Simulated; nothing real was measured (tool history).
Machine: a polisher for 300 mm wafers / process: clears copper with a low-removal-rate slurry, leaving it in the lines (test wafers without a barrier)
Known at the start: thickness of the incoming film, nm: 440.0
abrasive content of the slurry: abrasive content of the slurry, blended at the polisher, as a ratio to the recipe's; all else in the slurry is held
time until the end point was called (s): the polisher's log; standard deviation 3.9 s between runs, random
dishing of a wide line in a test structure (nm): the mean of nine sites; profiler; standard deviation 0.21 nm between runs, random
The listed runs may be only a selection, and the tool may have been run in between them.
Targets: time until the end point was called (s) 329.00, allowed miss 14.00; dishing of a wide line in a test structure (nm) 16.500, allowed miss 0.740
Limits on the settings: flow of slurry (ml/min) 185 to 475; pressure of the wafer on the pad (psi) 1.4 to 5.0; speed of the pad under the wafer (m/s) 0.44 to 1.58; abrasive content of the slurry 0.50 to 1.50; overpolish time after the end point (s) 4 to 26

run  hour  flow of slurry (ml/min)  pressure of the wafer on the pad (psi)  speed of the pad under the wafer (m/s)  abrasive content of the slurry  overpolish time after the end point (s)  time until the end point was called (s)  dishing of a wide line in a test structure (nm)
  1   0.0                      305                                     3.2                                    1.00                            1.00                                       13                                   145.43                                           23.952
  2   7.6                      305                                     2.6                                    0.92                            1.00                                       15                                   180.38                                           21.994
  3  15.0                      300                                     2.2                                    0.82                            1.00                                       17                                   221.50                                           20.298
  4  22.4                      300                                     2.2                                    0.66                            1.00                                       17                                   280.02                                           16.284
  5  24.9                      300                                     2.2                                    0.88                            1.00                                       17                                   211.54                                           21.571
  6  29.9                      295                                     1.9                                    0.82                            1.00                                       18                                   249.36                                           19.697
  7  33.8                      290                                     1.7                                    0.78                            1.00                                       18                                   282.09                                           17.149
  8  35.2                      275                                     1.6                                    0.76                            1.00                                       19                                   298.86                                           17.662
  9  42.4                      275                                     1.4                                    0.72                            1.00                                       19                                   341.50                                           15.011
 10  51.2                      285                                     1.4                                    0.72                            1.00                                       19                                   339.71                                           15.408

Next run, 4 choices. One meets every target within its allowed miss, the rest don't. Which?
  A  60.0                      325                                     1.6                                    0.70                            0.90                                       17                                        ?                                                ?
  B  60.0                      300                                     1.4                                    0.76                            0.90                                       20                                        ?                                                ?
  C  60.0                      340                                     1.4                                    0.70                            1.05                                       18                                        ?                                                ?
  D  60.0                      255                                     1.4                                    0.70                            1.00                                       21                                        ?                                                ?

move  time until the end point was called (s)  dishing of a wide line in a test structure (nm)
   A                                   327.93                                           14.367
   B                                   328.08                                           16.710
   C                                   339.77                                           14.638
   D                                   353.55                                           16.307
A: moves away from the targets compared with the last run
B: meets every target
C: moves away from the targets compared with the last run
D: brings the last run's worst result on target, with another outside its allowed miss
So the answer is move B, the one that meets all the targets.
